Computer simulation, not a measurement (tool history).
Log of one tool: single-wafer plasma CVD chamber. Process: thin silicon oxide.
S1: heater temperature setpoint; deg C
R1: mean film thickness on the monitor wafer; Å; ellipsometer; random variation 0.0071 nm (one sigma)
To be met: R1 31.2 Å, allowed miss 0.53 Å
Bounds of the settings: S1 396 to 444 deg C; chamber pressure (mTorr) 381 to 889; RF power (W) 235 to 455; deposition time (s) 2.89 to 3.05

Run 1, hour 0: S1 420 deg C, chamber pressure (mTorr) 635, RF power (W) 345, deposition time (s) 3.05. Result: R1 46.545 Å.
Run 2, hour 5: S1 412 deg C, chamber pressure (mTorr) 635, RF power (W) 345, deposition time (s) 3.05. Result: R1 46.69 Å.
Run 3, hour 10.7: S1 417 deg C, chamber pressure (mTorr) 635, RF power (W) 345, deposition time (s) 3.05. Result: R1 46.691 Å.
Run 4, hour 16.3: S1 417 deg C, chamber pressure (mTorr) 595, RF power (W) 345, deposition time (s) 3.05. Result: R1 43.878 Å.
Run 5, hour 22.6: S1 408 deg C, chamber pressure (mTorr) 595, RF power (W) 345, deposition time (s) 3.05. Result: R1 44.233 Å.
Run 6, hour 26: S1 408 deg C, chamber pressure (mTorr) 595, RF power (W) 315, deposition time (s) 3.05. Result: R1 42.773 Å.
Run 7, hour 33.9: S1 408 deg C, chamber pressure (mTorr) 595, RF power (W) 315, deposition time (s) 3.05. Result: R1 43.044 Å.
Run 8, hour 38: S1 408 deg C, chamber pressure (mTorr) 561, RF power (W) 315, deposition time (s) 3.05. Result: R1 40.866 Å.

Which of these 5 next moves meets every target?
Run A, hour 42.1: S1 406 deg C, chamber pressure (mTorr) 436, RF power (W) 310, deposition time (s) 2.89. Result: R1 ?.
Run B, hour 42.1: S1 399 deg C, chamber pressure (mTorr) 448, RF power (W) 270, deposition time (s) 2.91. Result: R1 ?.
Run C, hour 42.1: S1 419 deg C, chamber pressure (mTorr) 447, RF power (W) 275, deposition time (s) 2.89. Result: R1 ?.
Run D, hour 42.1: S1 408 deg C, chamber pressure (mTorr) 437, RF power (W) 305, deposition time (s) 2.89. Result: R1 ?.
Run E, hour 42.1: S1 420 deg C, chamber pressure (mTorr) 462, RF power (W) 285, deposition time (s) 2.89. Result: R1 ?.

move      R1
   A  30.389
   B  30.195
   C  29.757
   D  30.273
   E  30.987
A: takes the result that was furthest off past its target
B: takes the result that was furthest off past its target
C: takes the result that was furthest off past its target
D: takes the result that was furthest off past its target
E: meets every target
The right move is E.
